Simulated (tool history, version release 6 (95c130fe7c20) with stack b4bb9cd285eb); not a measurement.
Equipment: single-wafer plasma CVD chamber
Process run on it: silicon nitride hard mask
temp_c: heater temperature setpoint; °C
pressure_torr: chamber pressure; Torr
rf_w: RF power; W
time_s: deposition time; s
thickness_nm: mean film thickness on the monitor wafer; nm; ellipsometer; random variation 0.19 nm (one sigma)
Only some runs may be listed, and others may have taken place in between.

{"run": 1, "hour": 0.0, "temp_c": 385, "pressure_torr": 1.72, "rf_w": 315, "time_s": 41.9, "thickness_nm": 50.497}
{"run": 2, "hour": 3.3, "temp_c": 385, "pressure_torr": 1.79, "rf_w": 320, "time_s": 41.9, "thickness_nm": 51.542}
{"run": 3, "hour": 11.8, "temp_c": 389, "pressure_torr": 1.79, "rf_w": 320, "time_s": 41.9, "thickness_nm": 51.741}
{"run": 4, "hour": 19.0, "temp_c": 389, "pressure_torr": 1.79, "rf_w": 320, "time_s": 41.9, "thickness_nm": 51.686}
{"run": 5, "hour": 19.8, "temp_c": 389, "pressure_torr": 1.85, "rf_w": 320, "time_s": 41.9, "thickness_nm": 52.011}
{"run": 6, "hour": 25.0, "temp_c": 378, "pressure_torr": 1.85, "rf_w": 320, "time_s": 41.9, "thickness_nm": 52.466}
{"run": 7, "hour": 30.8, "temp_c": 378, "pressure_torr": 1.91, "rf_w": 320, "time_s": 41.9, "thickness_nm": 52.628}
{"run": 8, "hour": 32.8, "temp_c": 378, "pressure_torr": 1.91, "rf_w": 320, "time_s": 41.9, "thickness_nm": 52.603}
{"run": 9, "hour": 35.6, "temp_c": 378, "pressure_torr": 1.96, "rf_w": 325, "time_s": 41.9, "thickness_nm": 53.906}

Predict the results of run 10:
{"run": 10, "hour": 40.9, "temp_c": 378, "pressure_torr": 2, "rf_w": 325, "time_s": 41.9, "thickness_nm": "?"}

{"run 10": {"thickness_nm": 54.268}}
